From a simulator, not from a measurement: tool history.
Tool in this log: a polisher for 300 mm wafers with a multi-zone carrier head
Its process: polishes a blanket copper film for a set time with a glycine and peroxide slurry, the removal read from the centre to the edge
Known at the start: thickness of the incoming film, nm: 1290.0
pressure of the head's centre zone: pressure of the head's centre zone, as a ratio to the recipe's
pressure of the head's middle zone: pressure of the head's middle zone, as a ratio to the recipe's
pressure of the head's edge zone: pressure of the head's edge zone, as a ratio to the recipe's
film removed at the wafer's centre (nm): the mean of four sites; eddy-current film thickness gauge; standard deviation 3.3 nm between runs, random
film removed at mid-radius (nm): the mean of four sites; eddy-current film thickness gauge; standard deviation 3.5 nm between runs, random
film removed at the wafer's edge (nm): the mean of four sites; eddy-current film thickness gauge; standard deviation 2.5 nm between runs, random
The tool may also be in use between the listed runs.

run	day	flow of slurry (ml/min)	pressure of the head's centre zone	pressure of the head's middle zone	pressure of the head's edge zone	polishing time (s)	film removed at the wafer's centre (nm)	film removed at mid-radius (nm)	film removed at the wafer's edge (nm)
1	0	185	1	1	1	73	238.22	238.42	236.41
2	0.292	190	1	0.99	1.03	75	245.99	239.61	248.77
3	0.533	195	1.01	0.99	1.06	77	249.26	247.96	257.56
4	0.842	200	1.02	0.98	1.08	79	261.33	257.55	269.61
5	0.967	200	0.96	0.98	1.08	79	246.54	252.33	266.05
6	1.021	205	0.98	0.97	1.1	80	252.12	254.19	273.96
7	1.05	205	0.98	0.97	1.1	80	254.2	257.87	272.52
8	1.175	205	0.99	0.96	1.11	81	260.89	259.34	278.48
9	1.367	205	0.99	0.96	1.11	81	258.23	260.81	281.91
10	1.571	210	1.01	0.95	1.12	81	267.24	254.31	281.83

What will run 11 give?
11	1.788	215	1.02	0.95	1.13	82	?	?	?

{"run 11": {"film removed at the wafer's centre (nm)": 277.01, "film removed at mid-radius (nm)": 262.24, "film removed at the wafer's edge (nm)": 287.34}}
